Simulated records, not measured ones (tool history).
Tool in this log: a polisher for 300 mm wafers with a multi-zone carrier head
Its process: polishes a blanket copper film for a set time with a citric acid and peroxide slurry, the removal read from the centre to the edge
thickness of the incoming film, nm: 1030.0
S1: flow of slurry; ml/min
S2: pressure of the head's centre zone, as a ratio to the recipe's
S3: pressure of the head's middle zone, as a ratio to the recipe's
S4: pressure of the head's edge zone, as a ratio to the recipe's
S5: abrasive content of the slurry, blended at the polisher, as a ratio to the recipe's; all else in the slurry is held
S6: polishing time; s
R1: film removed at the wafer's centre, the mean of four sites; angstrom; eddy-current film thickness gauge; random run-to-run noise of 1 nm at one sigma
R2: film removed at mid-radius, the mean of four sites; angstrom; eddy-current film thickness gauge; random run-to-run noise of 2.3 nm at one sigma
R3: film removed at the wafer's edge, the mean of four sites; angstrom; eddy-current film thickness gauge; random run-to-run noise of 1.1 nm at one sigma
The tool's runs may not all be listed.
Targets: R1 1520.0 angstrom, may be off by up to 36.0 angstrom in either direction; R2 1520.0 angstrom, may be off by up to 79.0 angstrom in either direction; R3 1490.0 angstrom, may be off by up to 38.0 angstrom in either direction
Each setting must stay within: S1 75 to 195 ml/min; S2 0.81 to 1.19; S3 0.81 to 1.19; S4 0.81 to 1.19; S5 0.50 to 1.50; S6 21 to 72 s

| run | hour | S1 | S2 | S3 | S4 | S5 | S6 | R1 | R2 | R3 |
|---|---|---|---|---|---|---|---|---|---|---|
| 1 | 0.0 | 125 | 1.00 | 1.00 | 1.00 | 1.00 | 46 | 1316.1 | 1219.9 | 1248.6 |
| 2 | 4.3 | 125 | 1.00 | 1.00 | 1.00 | 1.00 | 51 | 1453.2 | 1390.0 | 1419.9 |
| 3 | 12.8 | 125 | 0.93 | 1.00 | 1.00 | 1.00 | 51 | 1359.2 | 1364.9 | 1394.2 |
| 4 | 17.7 | 125 | 0.93 | 0.96 | 1.00 | 1.00 | 51 | 1334.0 | 1361.3 | 1393.1 |
| 5 | 22.8 | 125 | 0.93 | 0.96 | 1.06 | 1.00 | 51 | 1346.8 | 1357.7 | 1430.3 |
| 6 | 27.5 | 125 | 0.93 | 0.96 | 1.01 | 1.00 | 51 | 1352.4 | 1359.0 | 1397.2 |
| 7 | 34.1 | 130 | 0.93 | 0.97 | 1.01 | 1.00 | 51 | 1364.6 | 1336.3 | 1413.3 |
| 8 | 43.0 | 130 | 0.94 | 0.99 | 1.01 | 1.00 | 51 | 1381.2 | 1391.5 | 1401.3 |
| 9 | 48.5 | 135 | 0.94 | 0.99 | 1.02 | 1.00 | 51 | 1387.2 | 1404.2 | 1427.0 |
| 10 | 51.7 | 140 | 0.94 | 0.99 | 1.02 | 1.00 | 51 | 1396.4 | 1400.4 | 1455.4 |
| 11 | 59.5 | 140 | 0.94 | 1.00 | 1.01 | 1.00 | 51 | 1409.0 | 1430.9 | 1448.2 |

5 next moves are on the table. One of them brings every result within its allowed miss. Which?
| A | 67.3 | 155 | 0.92 | 1.16 | 0.91 | 1.10 | 54 | ? | ? | ? |
| B | 67.3 | 155 | 0.95 | 1.18 | 0.98 | 1.25 | 51 | ? | ? | ? |
| C | 67.3 | 120 | 0.96 | 1.19 | 0.95 | 0.95 | 57 | ? | ? | ? |
| D | 67.3 | 155 | 0.96 | 1.00 | 0.98 | 1.00 | 53 | ? | ? | ? |
| E | 67.3 | 180 | 0.95 | 1.07 | 0.88 | 1.10 | 54 | ? | ? | ? |

| move | R1 | R2 | R3 |
|---|---|---|---|
| A | 1530.8 | 1791.7 | 1479.2 |
| B | 1533.3 | 1763.3 | 1482.8 |
| C | 1532.9 | 1770.6 | 1482.1 |
| D | 1535.5 | 1518.8 | 1474.9 |
| E | 1627.9 | 1717.0 | 1488.3 |
A: gets the furthest-off result to its target, but another result is out of tolerance
B: gets the furthest-off result to its target, but another result is out of tolerance
C: gets the furthest-off result to its target, but another result is out of tolerance
D: every result within its allowed miss
E: pushes the last run's worst result past its target
Correct choice: D, which meets every target
